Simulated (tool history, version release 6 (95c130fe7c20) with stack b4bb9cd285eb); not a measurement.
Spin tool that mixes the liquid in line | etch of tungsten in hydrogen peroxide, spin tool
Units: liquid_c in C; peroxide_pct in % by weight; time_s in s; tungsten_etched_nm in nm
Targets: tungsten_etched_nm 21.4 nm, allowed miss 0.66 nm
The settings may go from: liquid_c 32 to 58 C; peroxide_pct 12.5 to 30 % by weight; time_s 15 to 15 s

run,hour,liquid_c,peroxide_pct,time_s,tungsten_etched_nm
1,0,42,23.5,15,18.08
2,3,42,23.5,15,17.843
3,10.3,37,23.5,15,12.837
4,14.2,38.5,23.5,15,14.202
5,15.2,40,23.5,15,15.557
6,22.1,40,23.5,15,15.452
7,24.6,41,23.5,15,16.836
8,28.8,42,23.5,15,17.852
9,33.2,42.5,23.5,15,18.355
10,34.9,43,23.5,15,19.131
11,37.4,43.5,23.5,15,19.513
12,43.2,44,23.5,15,20.196

Which of these 4 next moves meets every target?
A,49,45,20,15,?
B,49,44.5,20,15,?
C,49,43,25,15,?
D,49,45,23,15,?

move,tungsten_etched_nm
A,20.089
B,19.464
C,19.783
D,21.543
A: further off than the last run
B: further off than the last run
C: further off than the last run
D: meets every target
Move D is the one to make.
